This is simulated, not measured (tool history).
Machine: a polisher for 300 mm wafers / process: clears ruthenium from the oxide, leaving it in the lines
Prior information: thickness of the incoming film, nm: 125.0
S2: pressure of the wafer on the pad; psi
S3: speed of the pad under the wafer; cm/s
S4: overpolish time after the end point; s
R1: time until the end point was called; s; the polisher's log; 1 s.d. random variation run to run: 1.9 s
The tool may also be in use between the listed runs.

{"run": 1, "hour": 0.0, "flow of slurry (ml/min)": 215, "S2": 2.7, "S3": 106, "S4": 5, "R1": 85.831}
{"run": 2, "hour": 8.7, "flow of slurry (ml/min)": 215, "S2": 2.5, "S3": 104, "S4": 5, "R1": 93.573}
{"run": 3, "hour": 10.9, "flow of slurry (ml/min)": 215, "S2": 2.3, "S3": 104, "S4": 5, "R1": 101.32}
{"run": 4, "hour": 17.4, "flow of slurry (ml/min)": 215, "S2": 2.2, "S3": 104, "S4": 5, "R1": 104.63}
{"run": 5, "hour": 21.7, "flow of slurry (ml/min)": 215, "S2": 1.6, "S3": 104, "S4": 5, "R1": 142.55}
{"run": 6, "hour": 22.4, "flow of slurry (ml/min)": 215, "S2": 1.6, "S3": 80, "S4": 5, "R1": 185.07}
{"run": 7, "hour": 27.1, "flow of slurry (ml/min)": 215, "S2": 1.9, "S3": 82, "S4": 5, "R1": 152.64}

The next listed run, before its measurement:
{"run": 8, "hour": 29.2, "flow of slurry (ml/min)": 215, "S2": 2.1, "S3": 82, "S4": 5, "R1": "?"}

R1: 136.220 s

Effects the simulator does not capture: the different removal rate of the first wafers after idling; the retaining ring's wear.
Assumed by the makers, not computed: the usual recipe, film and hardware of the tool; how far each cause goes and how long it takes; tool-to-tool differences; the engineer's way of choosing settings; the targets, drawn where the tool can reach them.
